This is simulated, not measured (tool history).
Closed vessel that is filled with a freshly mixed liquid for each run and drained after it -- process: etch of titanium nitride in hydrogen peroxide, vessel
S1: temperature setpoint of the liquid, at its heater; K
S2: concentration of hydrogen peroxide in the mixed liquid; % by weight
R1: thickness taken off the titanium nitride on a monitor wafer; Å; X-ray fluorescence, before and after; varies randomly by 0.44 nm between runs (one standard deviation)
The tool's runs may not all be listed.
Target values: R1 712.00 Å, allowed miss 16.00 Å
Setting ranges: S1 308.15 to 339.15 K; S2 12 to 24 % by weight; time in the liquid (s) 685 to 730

Run 1, day 0.000: S1 324.15 K, S2 16 % by weight, time in the liquid (s) 685. Result: R1 363.55 Å.
Run 2, day 0.112: S1 326.65 K, S2 16 % by weight, time in the liquid (s) 685. Result: R1 428.28 Å.
Run 3, day 0.233: S1 328.65 K, S2 16 % by weight, time in the liquid (s) 685. Result: R1 494.87 Å.
Run 4, day 0.408: S1 328.65 K, S2 16 % by weight, time in the liquid (s) 730. Result: R1 528.35 Å.
At day 0.533: peroxide flow meter replaced.
Run 5, day 0.533: S1 329.65 K, S2 16 % by weight, time in the liquid (s) 730. Result: R1 581.71 Å.
Run 6, day 0.625: S1 330.65 K, S2 16 % by weight, time in the liquid (s) 730. Result: R1 616.74 Å.
Run 7, day 0.704: S1 331.15 K, S2 16 % by weight, time in the liquid (s) 730. Result: R1 638.10 Å.
Run 8, day 0.808: S1 331.65 K, S2 16 % by weight, time in the liquid (s) 730. Result: R1 660.44 Å.
Run 9, day 0.833: S1 332.15 K, S2 16 % by weight, time in the liquid (s) 730. Result: R1 684.15 Å.

Which of these 4 next moves meets every target?
Run A, day 0.858: S1 331.65 K, S2 16 % by weight, time in the liquid (s) 730. Result: R1 ?.
Run B, day 0.858: S1 332.65 K, S2 15 % by weight, time in the liquid (s) 685. Result: R1 ?.
Run C, day 0.858: S1 333.15 K, S2 18 % by weight, time in the liquid (s) 685. Result: R1 ?.
Run D, day 0.858: S1 331.65 K, S2 18 % by weight, time in the liquid (s) 685. Result: R1 ?.

move      R1
   A  662.01
   B  656.16
   C  705.58
   D  636.90
A: its largest miss is bigger than the last run's
B: its largest miss is bigger than the last run's
C: hits every target within its allowed miss
D: its largest miss is bigger than the last run's
The move that meets every target is C.

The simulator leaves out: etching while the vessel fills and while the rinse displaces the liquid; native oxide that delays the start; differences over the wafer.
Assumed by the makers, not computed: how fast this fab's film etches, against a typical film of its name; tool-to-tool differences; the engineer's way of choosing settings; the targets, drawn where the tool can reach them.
